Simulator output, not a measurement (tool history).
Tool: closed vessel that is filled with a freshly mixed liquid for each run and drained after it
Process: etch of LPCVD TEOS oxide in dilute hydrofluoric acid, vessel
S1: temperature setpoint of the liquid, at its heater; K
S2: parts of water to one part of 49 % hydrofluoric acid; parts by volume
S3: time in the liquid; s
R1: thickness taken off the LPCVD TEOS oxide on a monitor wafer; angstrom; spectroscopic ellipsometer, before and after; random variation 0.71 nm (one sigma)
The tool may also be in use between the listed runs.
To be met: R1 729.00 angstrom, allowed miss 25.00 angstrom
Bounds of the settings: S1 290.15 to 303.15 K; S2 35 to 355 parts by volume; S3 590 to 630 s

run	hour	S1	S2	S3	R1
1	0.0	295.15	195	590	533.46
2	8.2	296.65	195	590	560.43
3	16.9	296.65	195	630	600.02
4	25.7	296.65	195	590	551.72
5	30.3	296.65	265	590	384.87
6	34.8	293.65	265	590	347.34
7	35.4	293.65	265	590	340.21
8	41.2	295.15	245	590	399.98
9	46.4	296.65	230	590	463.66
10	51.9	297.65	220	590	512.63
11	55.3	298.65	215	590	533.02
12	63.8	299.65	210	590	573.21
13	72.0	300.15	205	590	594.00
14	76.0	300.65	200	590	636.98
15	83.6	301.15	200	590	641.62

4 next moves are on the table. One of them brings every result within its allowed miss. Which?
A	91.2	299.15	180	630	?
B	91.2	302.15	210	590	?
C	91.2	297.65	215	630	?
D	91.2	300.65	210	605	?

move	R1
A	732.40
B	631.77
C	558.37
D	614.70
A: meets every target
B: further off than the last run
C: further off than the last run
D: further off than the last run
Answer: A

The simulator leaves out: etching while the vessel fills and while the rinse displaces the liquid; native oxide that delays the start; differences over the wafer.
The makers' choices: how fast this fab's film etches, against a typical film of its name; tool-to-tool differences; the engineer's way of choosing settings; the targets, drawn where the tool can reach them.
